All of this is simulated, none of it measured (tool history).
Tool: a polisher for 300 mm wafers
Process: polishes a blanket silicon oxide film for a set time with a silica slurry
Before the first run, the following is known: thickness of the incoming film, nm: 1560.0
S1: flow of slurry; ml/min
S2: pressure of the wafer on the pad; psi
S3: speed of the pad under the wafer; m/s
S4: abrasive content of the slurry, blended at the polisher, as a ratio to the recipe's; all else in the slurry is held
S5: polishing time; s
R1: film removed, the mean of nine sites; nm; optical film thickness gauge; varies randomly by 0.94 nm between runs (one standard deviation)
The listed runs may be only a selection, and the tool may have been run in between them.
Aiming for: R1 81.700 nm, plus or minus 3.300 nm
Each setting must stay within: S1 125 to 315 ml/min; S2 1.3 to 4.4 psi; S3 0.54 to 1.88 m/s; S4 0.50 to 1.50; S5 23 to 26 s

run,day,S1,S2,S3,S4,S5,R1
1,0.000,205,2.8,1.20,1.00,26,66.285
2,0.154,205,2.8,0.94,1.00,26,57.128
3,0.425,205,3.3,0.94,1.00,26,66.260
4,0.633,205,3.3,0.94,1.00,23,59.442
5,0.704,205,3.6,0.96,1.00,23,65.976
6,1.075,205,3.8,0.96,1.00,23,69.420
7,1.304,205,4.0,0.96,1.00,23,71.595
8,1.342,205,4.1,0.98,1.00,23,75.065
9,1.400,205,4.2,0.98,1.00,23,77.128

Which of these 5 next moves meets every target?
A,1.458,175,4.3,0.98,0.95,25,?
B,1.458,195,3.8,1.10,1.25,26,?
C,1.458,210,4.1,0.76,0.95,26,?
D,1.458,235,4.0,0.80,0.90,26,?
E,1.458,165,3.7,0.84,1.15,24,?

move,R1
A,81.013
B,91.494
C,71.889
D,71.129
E,66.726
A: meets every target
B: takes the result that was furthest off past its target
C: further off than the last run
D: further off than the last run
E: further off than the last run
The move that meets every target is A.
